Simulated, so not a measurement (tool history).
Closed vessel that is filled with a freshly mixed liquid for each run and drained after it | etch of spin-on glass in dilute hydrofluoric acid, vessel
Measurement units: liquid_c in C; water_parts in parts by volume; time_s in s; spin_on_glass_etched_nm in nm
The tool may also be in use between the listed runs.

Run 1, day 0: liquid_c 20 C, water_parts 265 parts by volume, time_s 170 s. Result: spin_on_glass_etched_nm 17.672 nm.
Run 2, day 0.142: liquid_c 21 C, water_parts 255 parts by volume, time_s 170 s. Result: spin_on_glass_etched_nm 18.962 nm.
Run 3, day 0.396: liquid_c 21.5 C, water_parts 245 parts by volume, time_s 170 s. Result: spin_on_glass_etched_nm 20.064 nm.
Run 4, day 0.779: liquid_c 21.5 C, water_parts 280 parts by volume, time_s 170 s. Result: spin_on_glass_etched_nm 17.2 nm.
Run 5, day 0.846: liquid_c 22 C, water_parts 265 parts by volume, time_s 170 s. Result: spin_on_glass_etched_nm 18.722 nm.
Run 6, day 0.992: liquid_c 23.5 C, water_parts 265 parts by volume, time_s 170 s. Result: spin_on_glass_etched_nm 19.867 nm.
Run 7, day 1.338: liquid_c 24 C, water_parts 255 parts by volume, time_s 170 s. Result: spin_on_glass_etched_nm 21.357 nm.

The next listed run, before its measurement:
Run 8, day 1.408: liquid_c 24.5 C, water_parts 245 parts by volume, time_s 170 s. Result: spin_on_glass_etched_nm ?.

{"run 8": {"spin_on_glass_etched_nm": 22.966}}
